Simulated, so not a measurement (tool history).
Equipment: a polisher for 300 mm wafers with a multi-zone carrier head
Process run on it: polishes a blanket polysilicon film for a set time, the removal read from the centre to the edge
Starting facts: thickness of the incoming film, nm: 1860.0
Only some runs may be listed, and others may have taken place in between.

| run | day | flow of slurry (ml/min) | pressure of the head's centre zone | pressure of the head's middle zone | pressure of the head's edge zone | polishing time (s) | film removed at the wafer's centre (Å) | film removed at mid-radius (Å) | film removed at the wafer's edge (Å) |
|---|---|---|---|---|---|---|---|---|---|
| 1 | 0.000 | 300 | 1.00 | 1.00 | 1.00 | 56 | 4272.1 | 4349.1 | 4208.9 |
| 2 | 0.100 | 290 | 1.01 | 0.99 | 0.97 | 52 | 4047.6 | 3983.1 | 3931.7 |
| 3 | 0.304 | 290 | 1.01 | 0.99 | 0.90 | 52 | 4038.6 | 4018.1 | 3807.9 |
| 4 | 0.375 | 275 | 1.02 | 0.98 | 0.89 | 48 | 3742.2 | 3569.0 | 3476.7 |
| 5 | 0.708 | 275 | 1.02 | 1.04 | 0.89 | 48 | 3727.0 | 3850.7 | 3431.3 |
| 6 | 0.929 | 265 | 1.03 | 1.03 | 0.88 | 45 | 3587.3 | 3608.2 | 3205.9 |
| 7 | 1.279 | 260 | 1.04 | 1.02 | 0.87 | 42 | 3367.2 | 3273.7 | 2984.8 |
| 8 | 1.600 | 255 | 1.05 | 1.02 | 0.86 | 40 | 3137.0 | 3095.6 | 2775.5 |
| 9 | 1.825 | 250 | 1.06 | 1.01 | 0.86 | 39 | 3126.2 | 3053.3 | 2760.8 |
| 10 | 1.979 | 250 | 1.07 | 1.00 | 0.85 | 37 | 2990.6 | 2867.0 | 2538.0 |
| 11 | 2.175 | 245 | 1.06 | 0.90 | 0.82 | 30 | 2355.5 | 2118.3 | 2079.7 |
| 12 | 2.438 | 255 | 1.07 | 0.90 | 0.82 | 30 | 2468.3 | 2098.7 | 2051.0 |
| 13 | 2.662 | 255 | 1.07 | 0.90 | 0.82 | 30 | 2426.4 | 2030.9 | 2024.9 |
| 14 | 2.729 | 260 | 1.07 | 0.91 | 0.82 | 30 | 2466.0 | 2175.8 | 2131.3 |
| 15 | 2.833 | 265 | 1.08 | 0.91 | 0.82 | 30 | 2476.2 | 2150.3 | 2073.2 |
| 16 | 3.042 | 265 | 1.08 | 0.91 | 0.82 | 30 | 2472.7 | 2099.8 | 2049.0 |

What does the tool deliver on the next run?
| 17 | 3.279 | 270 | 1.08 | 0.92 | 0.82 | 30 | ? | ? | ? |

film removed at the wafer's centre (Å): 2481.7
film removed at mid-radius (Å): 2102.6
film removed at the wafer's edge (Å): 2082.3
